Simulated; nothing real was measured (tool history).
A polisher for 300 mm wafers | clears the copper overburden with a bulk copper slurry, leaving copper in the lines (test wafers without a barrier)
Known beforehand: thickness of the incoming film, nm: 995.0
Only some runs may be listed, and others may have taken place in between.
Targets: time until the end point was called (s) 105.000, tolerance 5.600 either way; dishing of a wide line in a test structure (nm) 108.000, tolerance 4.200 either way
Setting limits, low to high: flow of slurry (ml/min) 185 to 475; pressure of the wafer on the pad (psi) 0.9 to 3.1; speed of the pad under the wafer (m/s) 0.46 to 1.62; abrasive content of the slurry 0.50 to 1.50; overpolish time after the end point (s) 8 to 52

run,hour,flow of slurry (ml/min),pressure of the wafer on the pad (psi),speed of the pad under the wafer (m/s),abrasive content of the slurry,overpolish time after the end point (s),time until the end point was called (s),dishing of a wide line in a test structure (nm)
1,0.0,305,2.0,1.04,1.00,26,152.000,79.223
2,3.6,305,2.0,1.04,0.85,26,153.000,75.825
3,6.2,305,2.2,1.04,0.90,27,139.030,84.065
4,13.2,305,2.5,1.04,0.90,27,123.210,91.396
5,16.4,305,2.5,1.04,0.90,31,126.550,96.516
6,17.7,305,2.6,1.04,0.90,31,117.790,98.692
7,22.4,305,2.7,1.04,0.90,31,113.710,99.176
8,28.7,305,2.7,1.04,0.90,32,117.290,101.120
9,29.8,305,2.8,1.04,0.90,32,110.190,102.810

Which one of the following 4 next-run settings gets every result inside its allowed miss? There is exactly one.
A,30.9,240,3.0,1.26,0.65,38,?,?
B,30.9,275,2.9,1.24,0.90,46,?,?
C,30.9,320,2.7,1.22,0.60,34,?,?
D,30.9,340,2.5,1.20,0.85,27,?,?

move,time until the end point was called (s),dishing of a wide line in a test structure (nm)
A,92.369,115.530
B,90.187,119.360
C,103.780,106.010
D,106.560,95.121
A: pushes the last run's worst result past its target
B: pushes the last run's worst result past its target
C: every result within its allowed miss
D: the biggest miss grows against the last run
Answer: C
